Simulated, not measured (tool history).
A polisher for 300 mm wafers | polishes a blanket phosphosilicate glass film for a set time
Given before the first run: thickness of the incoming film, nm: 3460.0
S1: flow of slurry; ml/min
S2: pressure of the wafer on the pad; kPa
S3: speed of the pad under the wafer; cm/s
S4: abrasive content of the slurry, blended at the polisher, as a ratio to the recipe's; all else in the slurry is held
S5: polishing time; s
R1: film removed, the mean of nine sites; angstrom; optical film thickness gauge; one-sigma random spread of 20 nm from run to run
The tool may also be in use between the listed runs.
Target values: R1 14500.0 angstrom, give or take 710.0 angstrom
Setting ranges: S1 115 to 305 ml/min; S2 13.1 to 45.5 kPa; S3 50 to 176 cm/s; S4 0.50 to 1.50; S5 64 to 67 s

run 1 hour=0.0 | S1=195 S2=29.0 S3=112 S4=1.00 S5=64 | R1=9105.3
run 2 hour=2.3 | S1=195 S2=22.8 S3=112 S4=1.00 S5=64 | R1=7346.0
run 3 hour=10.3 | S1=195 S2=24.8 S3=112 S4=1.00 S5=64 | R1=7671.0
run 4 hour=17.5 | S1=195 S2=24.8 S3=112 S4=1.00 S5=64 | R1=7839.8
run 5 hour=18.7 | S1=195 S2=24.8 S3=90 S4=1.00 S5=64 | R1=6587.4
run 6 hour=23.1 | S1=195 S2=24.8 S3=102 S4=1.00 S5=64 | R1=7304.2
run 7 hour=24.2 | S1=195 S2=26.9 S3=102 S4=1.00 S5=64 | R1=7907.0
run 8 hour=26.4 | S1=195 S2=29.0 S3=102 S4=1.00 S5=64 | R1=8432.6
run 9 hour=32.0 | S1=195 S2=31.0 S3=102 S4=1.00 S5=64 | R1=8874.9
run 10 hour=35.9 | S1=195 S2=33.1 S3=102 S4=1.00 S5=64 | R1=9542.8
run 11 hour=43.8 | S1=195 S2=34.5 S3=102 S4=1.00 S5=64 | R1=9815.4
run 12 hour=52.5 | S1=195 S2=35.9 S3=102 S4=1.00 S5=64 | R1=10255.0
run 13 hour=55.2 | S1=195 S2=37.2 S3=102 S4=1.00 S5=64 | R1=10279.0
run 14 hour=63.8 | S1=195 S2=38.6 S3=104 S4=1.00 S5=64 | R1=10967.0
run 15 hour=67.2 | S1=195 S2=45.5 S3=110 S4=1.00 S5=64 | R1=13386.0

Below are 4 possible settings for the next run. Only one of them brings all results inside the allowed miss of their targets. Which is it?
run A hour=70.6 | S1=145 S2=44.8 S3=134 S4=1.00 S5=67 | R1=?
run B hour=70.6 | S1=175 S2=39.3 S3=138 S4=1.20 S5=65 | R1=?
run C hour=70.6 | S1=195 S2=40.0 S3=106 S4=1.05 S5=67 | R1=?
run D hour=70.6 | S1=160 S2=42.7 S3=120 S4=1.05 S5=64 | R1=?

move=A R1=15495.0
move=B R1=14764.0
move=C R1=12387.0
move=D R1=13436.0
A: takes the result that was furthest off past its target
B: all results land within tolerance of their targets
C: misses by more than the last run did
D: neither nearer nor further off than the last run
B meets every target.

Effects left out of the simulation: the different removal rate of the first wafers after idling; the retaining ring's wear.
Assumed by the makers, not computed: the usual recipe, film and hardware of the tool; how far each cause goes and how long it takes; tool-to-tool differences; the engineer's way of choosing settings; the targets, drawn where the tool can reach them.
